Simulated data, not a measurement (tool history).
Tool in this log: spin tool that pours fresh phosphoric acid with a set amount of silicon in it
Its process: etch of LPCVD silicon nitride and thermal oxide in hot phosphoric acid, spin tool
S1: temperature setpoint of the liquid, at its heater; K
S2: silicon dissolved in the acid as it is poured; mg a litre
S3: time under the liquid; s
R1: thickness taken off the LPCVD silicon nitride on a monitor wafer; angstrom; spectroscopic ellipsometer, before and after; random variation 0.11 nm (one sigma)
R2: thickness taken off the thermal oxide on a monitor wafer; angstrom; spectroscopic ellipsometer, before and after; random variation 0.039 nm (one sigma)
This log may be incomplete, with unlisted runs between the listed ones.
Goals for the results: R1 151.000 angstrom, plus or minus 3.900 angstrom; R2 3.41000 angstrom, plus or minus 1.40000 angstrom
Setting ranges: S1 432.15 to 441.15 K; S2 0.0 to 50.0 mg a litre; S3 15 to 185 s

| run | hour | S1 | S2 | S3 | R1 | R2 |
|---|---|---|---|---|---|---|
| 1 | 0.0 | 437.15 | 22.0 | 95 | 97.692 | 1.57540 |
| 2 | 4.2 | 437.15 | 22.0 | 110 | 114.060 | 1.76760 |
| 3 | 10.2 | 437.65 | 20.5 | 115 | 120.410 | 1.79650 |
| 4 | 14.0 | 437.65 | 20.5 | 95 | 100.420 | 1.48880 |
| 5 | 22.0 | 437.65 | 8.0 | 95 | 99.957 | 2.31450 |
| 6 | 30.4 | 436.15 | 8.0 | 95 | 94.263 | 2.35130 |
| 7 | 31.7 | 437.15 | 7.5 | 100 | 102.740 | 2.59860 |
| 8 | 39.3 | 437.65 | 7.5 | 105 | 109.050 | 2.82400 |
| 9 | 43.1 | 438.15 | 8.5 | 110 | 115.470 | 3.41990 |
| 10 | 45.3 | 438.65 | 11.0 | 115 | 123.970 | 2.09240 |
| 11 | 48.5 | 438.65 | 9.0 | 120 | 130.690 | 3.40020 |
| 12 | 54.9 | 439.15 | 9.5 | 120 | 129.900 | 3.30740 |
| 13 | 60.9 | 439.15 | 10.5 | 125 | 135.900 | 2.39610 |
| 14 | 65.3 | 439.15 | 9.0 | 125 | 138.540 | 3.68950 |
| 15 | 66.4 | 439.15 | 10.0 | 125 | 137.580 | 2.90590 |
| 16 | 67.3 | 439.15 | 9.5 | 125 | 137.180 | 3.24370 |
|  | 71.9 | heated supply line repaired |
| 17 | 71.9 | 439.65 | 10.0 | 130 | 157.000 | 3.88140 |
| 18 | 75.6 | 439.65 | 10.5 | 130 | 157.330 | 4.51470 |
| 19 | 79.5 | 439.65 | 11.5 | 130 | 157.520 | 4.11580 |
| 20 | 85.8 | 439.65 | 12.0 | 130 | 157.290 | 4.94730 |
| 21 | 94.3 | 439.65 | 13.5 | 130 | 158.070 | 3.79930 |

Of the 5 settings listed for the next run, only one would bring every result within its allowed miss of target. Which one?
| A | 102.8 | 437.65 | 33.0 | 125 | ? | ? |
| B | 102.8 | 437.15 | 39.5 | 125 | ? | ? |
| C | 102.8 | 438.65 | 15.0 | 130 | ? | ? |
| D | 102.8 | 439.65 | 13.5 | 115 | ? | ? |
| E | 102.8 | 438.65 | 38.0 | 130 | ? | ? |

| move | R1 | R2 |
|---|---|---|
| A | 139.700 | 1.42820 |
| B | 137.420 | 0.97035 |
| C | 150.130 | 2.90350 |
| D | 137.220 | 2.86400 |
| E | 150.130 | 1.23400 |
A: moves the result that the last run missed by most past its target, out the other side
B: moves the result that the last run missed by most past its target, out the other side
C: all results in spec
D: moves the result that the last run missed by most past its target, out the other side
E: brings the result that was furthest off to its target, and leaves another outside
So the answer is move C, the one that meets all the targets.
